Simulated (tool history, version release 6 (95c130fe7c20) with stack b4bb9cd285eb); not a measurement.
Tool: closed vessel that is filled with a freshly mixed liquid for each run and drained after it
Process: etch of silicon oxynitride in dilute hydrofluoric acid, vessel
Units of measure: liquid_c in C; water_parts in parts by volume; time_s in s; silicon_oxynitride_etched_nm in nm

run	day	liquid_c	water_parts	time_s	silicon_oxynitride_etched_nm
1	0.000	25.0	285	1305	7.1119
2	0.279	25.0	285	1305	7.0661
3	0.454	25.0	285	1395	7.5693
4	0.825	23.5	305	1395	6.5916
5	1.054	22.5	320	1395	5.9469
6	1.346	22.5	320	1395	5.9108
7	1.688	21.5	335	1395	5.3823
8	1.958	20.5	350	1395	4.8771
9	2.138	20.0	360	1395	4.5864
10	2.267	19.5	370	1395	4.3713

What does the tool deliver on the next run?
11	2.475	19.0	380	1395	?

Run 11 came out at silicon_oxynitride_etched_nm 4.1604 nm.

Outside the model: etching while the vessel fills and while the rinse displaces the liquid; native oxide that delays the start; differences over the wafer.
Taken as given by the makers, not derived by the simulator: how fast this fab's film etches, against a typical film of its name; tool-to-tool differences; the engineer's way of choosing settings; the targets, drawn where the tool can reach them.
